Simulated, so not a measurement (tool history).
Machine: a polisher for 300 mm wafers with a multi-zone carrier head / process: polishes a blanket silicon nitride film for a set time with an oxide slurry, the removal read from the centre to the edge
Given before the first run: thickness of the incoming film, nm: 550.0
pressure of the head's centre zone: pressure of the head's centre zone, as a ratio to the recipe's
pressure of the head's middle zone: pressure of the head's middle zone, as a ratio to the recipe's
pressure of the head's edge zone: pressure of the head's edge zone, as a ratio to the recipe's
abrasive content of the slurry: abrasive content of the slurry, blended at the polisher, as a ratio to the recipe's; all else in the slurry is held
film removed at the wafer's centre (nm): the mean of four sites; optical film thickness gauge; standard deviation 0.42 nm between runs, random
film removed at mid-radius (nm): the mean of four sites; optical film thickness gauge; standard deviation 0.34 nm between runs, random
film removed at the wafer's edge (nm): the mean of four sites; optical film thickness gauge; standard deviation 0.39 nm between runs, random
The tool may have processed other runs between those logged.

| run | hour | flow of slurry (ml/min) | pressure of the head's centre zone | pressure of the head's middle zone | pressure of the head's edge zone | abrasive content of the slurry | polishing time (s) | film removed at the wafer's centre (nm) | film removed at mid-radius (nm) | film removed at the wafer's edge (nm) |
|---|---|---|---|---|---|---|---|---|---|---|
| 1 | 0 | 135 | 1 | 1 | 1 | 1 | 56 | 22.68 | 23.733 | 23.301 |
| 2 | 1 | 110 | 1 | 1 | 1 | 1 | 56 | 21.676 | 22.25 | 23.575 |
| 3 | 6.2 | 100 | 1 | 1 | 1 | 1 | 56 | 21.112 | 21.787 | 22.54 |
| 4 | 12.5 | 100 | 1 | 0.94 | 1 | 1 | 56 | 20.66 | 20.477 | 22.033 |
| 5 | 15.6 | 110 | 1.04 | 0.95 | 1.02 | 1.05 | 56 | 23.153 | 21.799 | 24.429 |
| 6 | 20.5 | 125 | 1.04 | 0.95 | 1.02 | 1.05 | 56 | 23.881 | 22.021 | 24.242 |

Estimate the outcome of run 7 from the log above:
| 7 | 28.5 | 135 | 1.06 | 0.96 | 1.02 | 1.05 | 56 | ? | ? | ? |

{"run 7": {"film removed at the wafer's centre (nm)": 25.174, "film removed at mid-radius (nm)": 23.113, "film removed at the wafer's edge (nm)": 23.997}}
